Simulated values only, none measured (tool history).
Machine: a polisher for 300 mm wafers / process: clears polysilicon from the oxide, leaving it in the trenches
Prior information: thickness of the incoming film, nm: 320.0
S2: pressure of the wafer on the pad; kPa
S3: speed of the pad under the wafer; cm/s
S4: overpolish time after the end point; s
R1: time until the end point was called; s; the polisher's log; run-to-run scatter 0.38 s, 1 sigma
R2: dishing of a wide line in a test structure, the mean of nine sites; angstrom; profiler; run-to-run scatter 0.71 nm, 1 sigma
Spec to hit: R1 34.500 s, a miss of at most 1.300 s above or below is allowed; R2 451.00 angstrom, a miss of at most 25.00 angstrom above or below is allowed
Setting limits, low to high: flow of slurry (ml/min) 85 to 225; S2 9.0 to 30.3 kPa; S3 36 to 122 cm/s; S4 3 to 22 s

{"run": 1, "hour": 0.0, "flow of slurry (ml/min)": 145, "S2": 19.3, "S3": 78, "S4": 11, "R1": 29.441, "R2": 492.89}
{"run": 2, "hour": 5.4, "flow of slurry (ml/min)": 145, "S2": 19.3, "S3": 78, "S4": 7, "R1": 29.76, "R2": 405.27}
{"run": 3, "hour": 7.8, "flow of slurry (ml/min)": 145, "S2": 18.6, "S3": 78, "S4": 8, "R1": 30.456, "R2": 416.96}
{"run": 4, "hour": 11.9, "flow of slurry (ml/min)": 145, "S2": 18.6, "S3": 90, "S4": 8, "R1": 26.695, "R2": 462.61}
{"run": 5, "hour": 20.2, "flow of slurry (ml/min)": 145, "S2": 18.6, "S3": 90, "S4": 13, "R1": 26.737, "R2": 539.07}
{"hour": 23.3, "done": "worn pad replaced by a new one"}
{"run": 6, "hour": 23.3, "flow of slurry (ml/min)": 145, "S2": 16.5, "S3": 90, "S4": 13, "R1": 26.554, "R2": 531.33}
{"run": 7, "hour": 32.2, "flow of slurry (ml/min)": 140, "S2": 15.2, "S3": 88, "S4": 13, "R1": 30.235, "R2": 532.67}
{"run": 8, "hour": 40.1, "flow of slurry (ml/min)": 140, "S2": 14.5, "S3": 88, "S4": 12, "R1": 31.552, "R2": 504.04}

Next run, 5 choices. One meets every target within its allowed miss, the rest don't. Which?
{"run": "A", "hour": 48.0, "flow of slurry (ml/min)": 155, "S2": 13.8, "S3": 82, "S4": 10, "R1": "?", "R2": "?"}
{"run": "B", "hour": 48.0, "flow of slurry (ml/min)": 150, "S2": 11.7, "S3": 100, "S4": 12, "R1": "?", "R2": "?"}
{"run": "C", "hour": 48.0, "flow of slurry (ml/min)": 135, "S2": 14.5, "S3": 84, "S4": 15, "R1": "?", "R2": "?"}
{"run": "D", "hour": 48.0, "flow of slurry (ml/min)": 90, "S2": 15.2, "S3": 102, "S4": 10, "R1": "?", "R2": "?"}
{"run": "E", "hour": 48.0, "flow of slurry (ml/min)": 130, "S2": 14.5, "S3": 90, "S4": 9, "R1": "?", "R2": "?"}

move=A R1=34.235 R2=450.38
move=B R1=32.686 R2=494.86
move=C R1=32.914 R2=530.40
move=D R1=29.139 R2=482.36
move=E R1=31.028 R2=448.93
A: hits every target within its allowed miss
B: an improvement on the last run, though not all results are within tolerance
C: moves away from the targets compared with the last run
D: moves away from the targets compared with the last run
E: moves away from the targets compared with the last run
So the answer is move A, the one that meets all the targets.
